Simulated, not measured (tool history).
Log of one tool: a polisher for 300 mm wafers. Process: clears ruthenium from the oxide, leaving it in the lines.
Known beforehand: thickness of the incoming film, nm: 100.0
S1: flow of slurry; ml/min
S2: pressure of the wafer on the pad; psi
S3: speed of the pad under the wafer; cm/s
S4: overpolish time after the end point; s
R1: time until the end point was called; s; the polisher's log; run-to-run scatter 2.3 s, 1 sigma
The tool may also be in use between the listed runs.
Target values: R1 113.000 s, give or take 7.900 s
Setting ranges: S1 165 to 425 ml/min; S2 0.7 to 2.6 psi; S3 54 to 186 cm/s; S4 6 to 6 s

run    day   S1   S2   S3  S4      R1
  1  0.000  275  1.6  118   6  80.381
  2  0.146  310  1.6  118   6  78.641
  3  0.517  310  1.3  118   6  89.282
  4  0.608  270  1.3  118   6  90.972
  5  0.833  270  1.3  138   6  76.618
  6  1.208  270  1.3  168   6  67.023
  7  1.433  270  1.3  168   6  66.122
  8  1.525  270  1.3  168   6  65.661
  9  1.846  270  1.2  162   6  71.466
 10  1.912  270  1.1  156   6  75.949
 11  2.262  270  1.0  150   6  89.902
 12  2.475  270  1.0  148   6  87.735

Which of these 5 next moves meets every target?
  A  2.688  290  1.0  138   6   ?
  B  2.688  325  1.4  180   6   ?
  C  2.688  270  1.7  126   6   ?
  D  2.688  280  0.7  146   6   ?
  E  2.688  225  1.3  158   6   ?

move       R1
   A   95.698
   B   58.127
   C   72.429
   D  112.690
   E   71.875
A: an improvement on the last run, though not all results are within tolerance
B: misses by more than the last run did
C: misses by more than the last run did
D: every result within its allowed miss
E: misses by more than the last run did
D meets every target.
